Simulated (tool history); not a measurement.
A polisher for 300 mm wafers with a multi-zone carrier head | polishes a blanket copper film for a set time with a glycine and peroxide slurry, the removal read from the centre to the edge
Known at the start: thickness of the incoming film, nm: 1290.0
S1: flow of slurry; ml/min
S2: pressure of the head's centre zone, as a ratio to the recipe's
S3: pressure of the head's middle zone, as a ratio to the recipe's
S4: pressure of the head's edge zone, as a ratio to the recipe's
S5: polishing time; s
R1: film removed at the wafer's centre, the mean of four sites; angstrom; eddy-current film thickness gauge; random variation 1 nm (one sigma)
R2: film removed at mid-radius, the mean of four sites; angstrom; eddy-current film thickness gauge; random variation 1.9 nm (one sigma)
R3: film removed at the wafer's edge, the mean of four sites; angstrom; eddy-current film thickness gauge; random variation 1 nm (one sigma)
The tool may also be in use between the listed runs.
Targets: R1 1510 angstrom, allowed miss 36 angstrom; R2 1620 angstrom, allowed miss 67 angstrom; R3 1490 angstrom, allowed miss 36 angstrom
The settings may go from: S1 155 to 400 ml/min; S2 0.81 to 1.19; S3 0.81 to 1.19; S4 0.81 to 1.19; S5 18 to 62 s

run,hour,S1,S2,S3,S4,S5,R1,R2,R3
1,0,255,1,1,1,40,1857.4,1890.2,1980
2,7.8,255,1,1.01,0.97,38,1795.7,1801.1,1861.9
3,14.3,250,0.99,1.03,0.94,37,1708.9,1785.9,1766.2
4,20.8,295,0.99,1.03,0.94,37,1758.9,1804.9,1817.2
5,28.6,295,1.04,1.03,0.94,37,1855.1,1880.1,1792.7
6,36.1,280,1.02,1.04,0.91,36,1735,1779.9,1704.1
7,37.2,265,1.01,1.04,0.89,36,1738.3,1757.3,1689.5
8,41.5,255,1,1.05,0.87,35,1643.1,1722.3,1621.1
# hour 46.7: edge zone pressure recalibrated
9,46.7,245,1,1.05,0.86,35,1637.5,1731.2,1519.2
10,50.9,240,0.99,1.04,0.86,35,1616.4,1696,1533.6
11,51.9,230,0.98,1.04,0.86,35,1588,1717.9,1506
12,53.2,225,0.97,1.03,0.87,35,1573.5,1691.2,1530.8
13,56.4,220,0.97,1.02,0.87,35,1566.3,1648.3,1529.1
14,61.7,215,0.97,1.02,0.87,35,1544.8,1629.6,1518.7
15,65.5,210,0.97,1.02,0.87,35,1520.6,1650.1,1497.6

5 next moves are on the table. One of them brings every result within its allowed miss. Which?
A,69.3,180,0.98,1.07,0.81,36,?,?,?
B,69.3,180,0.93,1.09,0.87,36,?,?,?
C,69.3,310,0.94,0.96,0.9,34,?,?,?
D,69.3,155,0.96,1.01,0.83,37,?,?,?
E,69.3,155,0.93,1.04,0.88,36,?,?,?

move,R1,R2,R3
A,1552.8,1708.6,1465.8
B,1473.8,1736,1512.6
C,1529.9,1589,1538.1
D,1508.3,1621,1489.7
E,1422,1616.7,1487.4
A: further off than the last run
B: further off than the last run
C: brings the result that was furthest off to its target, and leaves another outside
D: meets every target
E: brings the result that was furthest off to its target, and leaves another outside
The right move is D.
